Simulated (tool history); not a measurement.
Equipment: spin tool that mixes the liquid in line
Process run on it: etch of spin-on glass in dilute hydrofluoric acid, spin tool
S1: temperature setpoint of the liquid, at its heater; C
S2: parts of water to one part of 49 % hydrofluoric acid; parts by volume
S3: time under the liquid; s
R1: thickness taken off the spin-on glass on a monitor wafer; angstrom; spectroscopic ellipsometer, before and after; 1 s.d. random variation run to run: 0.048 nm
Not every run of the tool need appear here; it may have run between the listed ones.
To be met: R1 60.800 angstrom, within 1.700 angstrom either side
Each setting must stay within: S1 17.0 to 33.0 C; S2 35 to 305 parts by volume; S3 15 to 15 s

run  hour    S1   S2  S3      R1
  1   0.0  25.0  170  15  38.964
  2   2.9  25.0  130  15  53.535
  3   7.7  26.0  130  15  55.946
  4  16.4  26.0   95  15  79.556
  5  17.8  24.5   95  15  73.971
  6  23.2  24.5   95  15  75.081
  7  27.5  23.0   95  15  70.892
  8  32.0  22.0   95  15  67.160

Pick the move, out of 4, that brings all results within their allowed miss; only one does.
  A  36.5  25.0  120  15   ?
  B  36.5  22.0  100  15   ?
  C  36.5  22.5  115  15   ?
  D  36.5  22.0  105  15   ?

move      R1
   A  58.650
   B  64.025
   C  55.816
   D  60.622
A: carries the result that was furthest off beyond its target, to the other side
B: an improvement on the last run, though not all results are within tolerance
C: carries the result that was furthest off beyond its target, to the other side
D: each result inside its tolerance
Move D is the one to make.
